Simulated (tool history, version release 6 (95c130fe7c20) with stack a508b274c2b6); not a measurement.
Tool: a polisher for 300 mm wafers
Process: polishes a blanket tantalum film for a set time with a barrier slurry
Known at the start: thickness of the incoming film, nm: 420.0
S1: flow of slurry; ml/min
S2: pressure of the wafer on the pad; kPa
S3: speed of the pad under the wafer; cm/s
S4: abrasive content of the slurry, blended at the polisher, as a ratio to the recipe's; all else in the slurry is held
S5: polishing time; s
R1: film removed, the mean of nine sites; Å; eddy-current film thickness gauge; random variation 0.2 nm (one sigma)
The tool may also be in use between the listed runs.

run	hour	S1	S2	S3	S4	S5	R1
1	0	265	14.5	88	1	36	625.75
2	3.8	265	13.1	82	1	36	539.34
3	6.1	265	13.1	82	1.1	36	549.17
4	12.6	210	13.1	82	1.1	36	538.05
5	13.3	210	13.1	82	1.1	36	534.69
6	22.3	210	14.5	82	1.1	36	591.07
7	26.3	210	13.1	76	1.1	36	501.4
8	27.9	210	11.7	72	1.1	36	430.07
9	30.1	210	11	70	1.1	36	394.22

Run 10 comes next. What will it give?
10	30.8	210	10.3	68	1.1	36	?

{"run 10": {"R1": 362.02}}

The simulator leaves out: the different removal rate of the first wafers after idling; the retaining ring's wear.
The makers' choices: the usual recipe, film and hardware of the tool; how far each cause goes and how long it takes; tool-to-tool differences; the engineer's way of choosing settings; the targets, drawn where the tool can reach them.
